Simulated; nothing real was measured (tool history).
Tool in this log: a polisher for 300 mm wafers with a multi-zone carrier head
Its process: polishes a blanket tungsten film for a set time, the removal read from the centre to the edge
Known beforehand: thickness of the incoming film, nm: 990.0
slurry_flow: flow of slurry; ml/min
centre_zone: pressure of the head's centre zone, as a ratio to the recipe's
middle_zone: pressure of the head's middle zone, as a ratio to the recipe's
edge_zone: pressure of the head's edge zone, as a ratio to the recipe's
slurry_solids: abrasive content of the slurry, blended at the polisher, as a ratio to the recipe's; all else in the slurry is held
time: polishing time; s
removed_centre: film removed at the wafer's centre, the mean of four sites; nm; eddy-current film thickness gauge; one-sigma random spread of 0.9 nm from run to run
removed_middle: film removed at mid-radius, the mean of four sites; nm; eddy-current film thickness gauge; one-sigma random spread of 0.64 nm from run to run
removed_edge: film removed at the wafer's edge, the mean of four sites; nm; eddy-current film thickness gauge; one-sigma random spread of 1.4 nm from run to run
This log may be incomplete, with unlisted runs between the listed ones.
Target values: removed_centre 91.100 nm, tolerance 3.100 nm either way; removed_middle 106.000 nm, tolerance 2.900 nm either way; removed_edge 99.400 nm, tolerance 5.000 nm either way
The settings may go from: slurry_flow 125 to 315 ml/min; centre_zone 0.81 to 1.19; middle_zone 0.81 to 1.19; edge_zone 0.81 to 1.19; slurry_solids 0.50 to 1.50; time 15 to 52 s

run  hour  slurry_flow  centre_zone  middle_zone  edge_zone  slurry_solids  time  removed_centre  removed_middle  removed_edge
  1   0.0          205         1.00         1.00       1.00           1.00    33         146.300         144.680       145.270
  2   6.6          205         1.00         1.00       1.00           1.00    30         135.110         130.110       135.280
  3  12.0          200         0.98         1.00       0.97           0.95    30         127.320         130.430       133.720
  4  19.9          205         0.98         1.01       0.96           0.90    29         126.100         125.570       126.750
  5  24.0          205         0.96         1.02       0.95           0.85    28         118.280         121.760       120.890
  6  26.0          205         0.91         1.02       0.95           0.85    28         111.100         122.230       121.090
  7  30.9          205         0.90         1.02       0.94           0.80    28         107.600         120.420       114.750
  8  34.3          200         0.89         1.01       0.93           0.75    28         105.000         118.240       117.600
  9  35.3          200         0.89         1.01       0.93           0.75    28         105.640         118.960       116.790
 10  43.0          205         0.88         1.01       0.92           0.70    28         104.590         116.850       116.240
 11  47.5          205         0.88         1.02       0.91           0.65    28         101.580         116.440       113.520
 12  50.9          205         0.88         1.02       0.90           0.65    28         103.840         115.080       114.660
 13  56.3          205         0.88         1.03       0.89           0.65    28         101.070         118.590       113.500
 14  63.4          210         0.88         1.03       0.88           0.65    28         103.390         118.130       112.910
 15  64.2          210         0.88         1.03       0.88           0.65    28         103.260         117.040       109.660

Below are 5 possible settings for the next run. Only one of them brings all results inside the allowed miss of their targets. Which is it?
  A  65.0          205         0.94         0.95       0.86           0.50    26               ?               ?             ?
  B  65.0          195         1.02         1.10       0.85           0.50    24               ?               ?             ?
  C  65.0          200         0.88         1.05       0.88           0.60    25               ?               ?             ?
  D  65.0          210         0.83         1.05       0.91           0.80    24               ?               ?             ?
  E  65.0          155         0.89         1.05       1.15           0.50    27               ?               ?             ?

move  removed_centre  removed_middle  removed_edge
   A          97.606          97.064        99.142
   B          97.250         100.770        90.437
   C          89.895         103.960        98.523
   D          85.706         105.090       100.950
   E          92.003         105.600       115.050
A: closes in on the targets versus the last run, not all within tolerance yet
B: closes in on the targets versus the last run, not all within tolerance yet
C: every result within its allowed miss
D: takes the result that was furthest off past its target
E: meets the target for the result that was furthest off, but another lies outside its allowed miss
The move that meets every target is C.

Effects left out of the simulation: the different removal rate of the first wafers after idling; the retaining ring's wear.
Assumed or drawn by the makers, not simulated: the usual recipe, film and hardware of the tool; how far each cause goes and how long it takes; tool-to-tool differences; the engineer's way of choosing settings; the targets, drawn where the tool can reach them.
